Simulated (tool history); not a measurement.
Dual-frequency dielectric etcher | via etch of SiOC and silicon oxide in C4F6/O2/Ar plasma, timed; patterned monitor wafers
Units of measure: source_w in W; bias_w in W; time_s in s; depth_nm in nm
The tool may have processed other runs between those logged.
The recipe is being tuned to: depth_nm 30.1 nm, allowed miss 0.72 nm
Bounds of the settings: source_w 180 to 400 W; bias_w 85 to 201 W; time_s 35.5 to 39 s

{"run": 1, "hour": 0.0, "source_w": 290, "bias_w": 143, "time_s": 39, "depth_nm": 35.97}
{"run": 2, "hour": 4.4, "source_w": 310, "bias_w": 143, "time_s": 39, "depth_nm": 36.845}
{"run": 3, "hour": 5.9, "source_w": 310, "bias_w": 157, "time_s": 39, "depth_nm": 38.047}
{"run": 4, "hour": 10.0, "source_w": 280, "bias_w": 147, "time_s": 38.5, "depth_nm": 35.833}
{"run": 5, "hour": 14.8, "source_w": 310, "bias_w": 147, "time_s": 38.5, "depth_nm": 36.61}
{"run": 6, "hour": 17.6, "source_w": 290, "bias_w": 135, "time_s": 38, "depth_nm": 34.327}
{"hour": 20.9, "done": "source power generator calibrated"}
{"run": 7, "hour": 20.9, "source_w": 270, "bias_w": 130, "time_s": 38, "depth_nm": 32.44}
{"run": 8, "hour": 26.6, "source_w": 260, "bias_w": 129, "time_s": 38, "depth_nm": 32.054}
{"run": 9, "hour": 27.8, "source_w": 250, "bias_w": 128, "time_s": 38, "depth_nm": 31.333}
{"run": 10, "hour": 29.8, "source_w": 240, "bias_w": 127, "time_s": 38, "depth_nm": 30.858}
{"run": 11, "hour": 36.8, "source_w": 240, "bias_w": 127, "time_s": 38, "depth_nm": 30.797}

Next run, 4 choices. One meets every target within its allowed miss, the rest don't. Which?
{"run": "A", "hour": 43.8, "source_w": 270, "bias_w": 131, "time_s": 37, "depth_nm": "?"}
{"run": "B", "hour": 43.8, "source_w": 230, "bias_w": 136, "time_s": 36, "depth_nm": "?"}
{"run": "C", "hour": 43.8, "source_w": 250, "bias_w": 113, "time_s": 36.5, "depth_nm": "?"}
{"run": "D", "hour": 43.8, "source_w": 220, "bias_w": 138, "time_s": 39, "depth_nm": "?"}

move=A depth_nm=31.854
move=B depth_nm=29.931
move=C depth_nm=28.887
move=D depth_nm=32.18
A: its largest miss is bigger than the last run's
B: every result lands within tolerance
C: carries the result that was furthest off beyond its target, to the other side
D: its largest miss is bigger than the last run's
Answer: B
